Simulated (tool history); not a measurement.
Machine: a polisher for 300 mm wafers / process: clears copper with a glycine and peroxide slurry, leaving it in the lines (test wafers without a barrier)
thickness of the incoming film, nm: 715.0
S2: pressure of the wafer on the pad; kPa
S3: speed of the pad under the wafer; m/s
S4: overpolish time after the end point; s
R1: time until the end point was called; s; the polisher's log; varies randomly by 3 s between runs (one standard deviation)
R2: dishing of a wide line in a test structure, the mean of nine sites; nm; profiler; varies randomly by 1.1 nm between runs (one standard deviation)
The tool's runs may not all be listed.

run 1 hour=0.0 | flow_of_slurry_(ml/min)=135 S2=20.0 S3=0.86 S4=20 | R1=144.55 R2=65.156
run 2 hour=8.2 | flow_of_slurry_(ml/min)=135 S2=15.9 S3=0.86 S4=20 | R1=155.90 R2=58.316
run 3 hour=16.2 | flow_of_slurry_(ml/min)=125 S2=17.2 S3=0.82 S4=23 | R1=154.17 R2=66.013
run 4 hour=18.3 | flow_of_slurry_(ml/min)=125 S2=17.2 S3=0.82 S4=18 | R1=165.95 R2=55.714
run 5 hour=26.1 | flow_of_slurry_(ml/min)=110 S2=19.3 S3=0.76 S4=22 | R1=170.38 R2=62.121
run 6 hour=35.0 | flow_of_slurry_(ml/min)=80 S2=19.3 S3=0.76 S4=22 | R1=173.98 R2=57.697
run 7 hour=42.3 | flow_of_slurry_(ml/min)=95 S2=20.0 S3=0.72 S4=25 | R1=175.05 R2=64.718
run 8 hour=50.1 | flow_of_slurry_(ml/min)=105 S2=20.7 S3=0.70 S4=27 | R1=173.12 R2=70.422

What will run 9 give?
run 9 hour=55.1 | flow_of_slurry_(ml/min)=110 S2=21.4 S3=0.68 S4=29 | R1=? R2=?

Logged for run 9: R1 170.74 s, R2 75.117 nm.

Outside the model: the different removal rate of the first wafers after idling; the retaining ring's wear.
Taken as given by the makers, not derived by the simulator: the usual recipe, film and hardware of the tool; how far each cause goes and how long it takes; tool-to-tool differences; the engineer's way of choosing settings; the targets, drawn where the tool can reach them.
